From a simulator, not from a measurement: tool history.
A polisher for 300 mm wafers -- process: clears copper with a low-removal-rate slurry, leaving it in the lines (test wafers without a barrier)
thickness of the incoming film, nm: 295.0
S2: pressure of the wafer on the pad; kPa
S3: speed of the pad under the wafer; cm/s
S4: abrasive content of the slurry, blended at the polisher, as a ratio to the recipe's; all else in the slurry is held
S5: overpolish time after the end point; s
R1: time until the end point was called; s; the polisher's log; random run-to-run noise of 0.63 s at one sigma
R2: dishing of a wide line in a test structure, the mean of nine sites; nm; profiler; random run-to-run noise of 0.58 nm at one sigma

run 1 hour=0 | flow_of_slurry_(ml/min)=130 S2=17.9 S3=122 S4=1 S5=23 | R1=81.478 R2=24.202
run 2 hour=7.1 | flow_of_slurry_(ml/min)=130 S2=18.6 S3=122 S4=1 S5=23 | R1=79.291 R2=24.909
run 3 hour=15.8 | flow_of_slurry_(ml/min)=130 S2=18.6 S3=122 S4=0.85 S5=23 | R1=81.936 R2=25.106
run 4 hour=16.8 | flow_of_slurry_(ml/min)=130 S2=18.6 S3=122 S4=0.95 S5=23 | R1=79.222 R2=24.492
run 5 hour=23.1 | flow_of_slurry_(ml/min)=130 S2=18.6 S3=122 S4=0.95 S5=17 | R1=79.546 R2=22.88
run 6 hour=25.8 | flow_of_slurry_(ml/min)=130 S2=15.9 S3=122 S4=0.95 S5=17 | R1=93.604 R2=20.858
run 7 hour=31.1 | flow_of_slurry_(ml/min)=150 S2=20.7 S3=126 S4=0.95 S5=16 | R1=69.533 R2=22.403
run 8 hour=31.7 | flow_of_slurry_(ml/min)=150 S2=21.4 S3=126 S4=0.95 S5=16 | R1=67.101 R2=23.962
run 9 hour=34.7 | flow_of_slurry_(ml/min)=150 S2=23.4 S3=126 S4=0.95 S5=16 | R1=60.92 R2=24.547

The next listed run, before its measurement:
run 10 hour=37.4 | flow_of_slurry_(ml/min)=150 S2=24.1 S3=126 S4=0.95 S5=17 | R1=? R2=?

{"run 10": {"R1": 59.661, "R2": 24.342}}

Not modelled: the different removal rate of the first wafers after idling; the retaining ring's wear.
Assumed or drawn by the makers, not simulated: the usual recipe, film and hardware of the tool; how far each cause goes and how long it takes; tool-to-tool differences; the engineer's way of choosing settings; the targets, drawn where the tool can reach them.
